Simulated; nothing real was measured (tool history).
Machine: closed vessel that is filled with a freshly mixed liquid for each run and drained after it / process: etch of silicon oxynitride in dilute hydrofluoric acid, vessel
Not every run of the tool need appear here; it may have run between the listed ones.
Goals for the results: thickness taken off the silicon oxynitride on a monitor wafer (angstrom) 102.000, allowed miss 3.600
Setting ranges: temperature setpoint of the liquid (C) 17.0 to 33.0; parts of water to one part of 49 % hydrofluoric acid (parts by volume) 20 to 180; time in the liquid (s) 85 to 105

| run | hour | temperature setpoint of the liquid (C) | parts of water to one part of 49 % hydrofluoric acid (parts by volume) | time in the liquid (s) | thickness taken off the silicon oxynitride on a monitor wafer (angstrom) |
|---|---|---|---|---|---|
| 1 | 0.0 | 25.0 | 100 | 105 | 24.243 |
| 2 | 3.6 | 26.5 | 85 | 105 | 30.604 |
| 3 | 11.6 | 28.0 | 70 | 105 | 39.747 |
| 4 | 12.9 | 29.0 | 60 | 105 | 49.900 |
| 5 | 20.2 | 29.0 | 35 | 105 | 87.635 |
| 6 | 25.3 | 29.0 | 35 | 85 | 71.007 |
| 7 | 32.6 | 29.5 | 30 | 85 | 86.502 |
| 8 | 33.4 | 30.0 | 30 | 85 | 86.796 |
| 9 | 36.2 | 30.5 | 30 | 85 | 90.485 |
| 10 | 44.8 | 31.0 | 30 | 85 | 89.624 |
| 11 | 48.8 | 31.5 | 30 | 85 | 95.605 |
| 12 | 56.5 | 31.5 | 30 | 85 | 92.980 |
| 13 | 60.8 | 32.0 | 30 | 85 | 95.898 |

Below are 4 possible settings for the next run. Only one of them brings all results inside the allowed miss of their targets. Which is it?
| A | 65.1 | 32.5 | 35 | 95 | ? |
| B | 65.1 | 33.0 | 35 | 100 | ? |
| C | 65.1 | 33.0 | 40 | 105 | ? |
| D | 65.1 | 32.5 | 30 | 100 | ? |

| move | thickness taken off the silicon oxynitride on a monitor wafer (angstrom) |
|---|---|
| A | 93.159 |
| B | 100.340 |
| C | 91.625 |
| D | 115.100 |
A: lands further from the targets than the last run did
B: every result within its allowed miss
C: lands further from the targets than the last run did
D: takes the result that was furthest off past its target
Move B is the one to make.

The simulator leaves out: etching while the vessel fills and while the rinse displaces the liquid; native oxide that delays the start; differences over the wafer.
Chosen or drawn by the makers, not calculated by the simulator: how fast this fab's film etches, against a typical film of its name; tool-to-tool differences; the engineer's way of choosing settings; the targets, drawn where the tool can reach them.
